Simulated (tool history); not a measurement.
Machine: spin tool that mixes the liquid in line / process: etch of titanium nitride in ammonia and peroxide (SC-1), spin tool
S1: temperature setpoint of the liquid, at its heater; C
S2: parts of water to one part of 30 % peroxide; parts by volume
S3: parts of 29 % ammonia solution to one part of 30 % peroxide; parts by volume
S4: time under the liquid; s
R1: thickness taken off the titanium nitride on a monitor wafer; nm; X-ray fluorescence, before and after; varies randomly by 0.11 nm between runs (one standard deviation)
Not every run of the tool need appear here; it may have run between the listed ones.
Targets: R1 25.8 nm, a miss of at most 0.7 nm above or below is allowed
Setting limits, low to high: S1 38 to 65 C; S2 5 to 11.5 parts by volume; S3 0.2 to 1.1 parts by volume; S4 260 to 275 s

{"run": 1, "hour": 0.0, "S1": 49, "S2": 6.5, "S3": 0.6, "S4": 260, "R1": 14.798}
{"run": 2, "hour": 4.9, "S1": 49, "S2": 6.5, "S3": 0.7, "S4": 260, "R1": 15.26}
{"run": 3, "hour": 7.9, "S1": 49, "S2": 5.5, "S3": 0.7, "S4": 260, "R1": 16.344}
{"run": 4, "hour": 15.2, "S1": 49, "S2": 5.5, "S3": 0.85, "S4": 260, "R1": 16.824}
{"run": 5, "hour": 16.1, "S1": 49, "S2": 5.5, "S3": 0.95, "S4": 260, "R1": 17.075}
{"run": 6, "hour": 24.5, "S1": 42.5, "S2": 5.5, "S3": 0.95, "S4": 260, "R1": 10.768}
{"run": 7, "hour": 28.4, "S1": 44, "S2": 5.5, "S3": 0.95, "S4": 260, "R1": 12.04}
{"run": 8, "hour": 36.7, "S1": 45, "S2": 5.5, "S3": 0.95, "S4": 260, "R1": 12.914}
{"run": 9, "hour": 40.8, "S1": 46, "S2": 5.5, "S3": 0.95, "S4": 260, "R1": 13.926}
{"hour": 49.9, "done": "new drum of ammonia solution connected"}
{"run": 10, "hour": 49.9, "S1": 54, "S2": 5.5, "S3": 0.95, "S4": 260, "R1": 24.455}

Exercise: of the 4 proposed moves below, exactly one satisfies all targets within the stated allowed misses. Which move is it?
{"run": "A", "hour": 59.0, "S1": 58.5, "S2": 9.5, "S3": 1.1, "S4": 260, "R1": "?"}
{"run": "B", "hour": 59.0, "S1": 54.5, "S2": 5, "S3": 1.05, "S4": 270, "R1": "?"}
{"run": "C", "hour": 59.0, "S1": 55, "S2": 5.5, "S3": 0.85, "S4": 275, "R1": "?"}
{"run": "D", "hour": 59.0, "S1": 58, "S2": 6.5, "S3": 0.7, "S4": 260, "R1": "?"}

move=A R1=26.047
move=B R1=27.641
move=C R1=27.227
move=D R1=28.347
A: every result lands within tolerance
B: takes the result that was furthest off past its target
C: takes the result that was furthest off past its target
D: takes the result that was furthest off past its target
Go with A: it meets all targets.

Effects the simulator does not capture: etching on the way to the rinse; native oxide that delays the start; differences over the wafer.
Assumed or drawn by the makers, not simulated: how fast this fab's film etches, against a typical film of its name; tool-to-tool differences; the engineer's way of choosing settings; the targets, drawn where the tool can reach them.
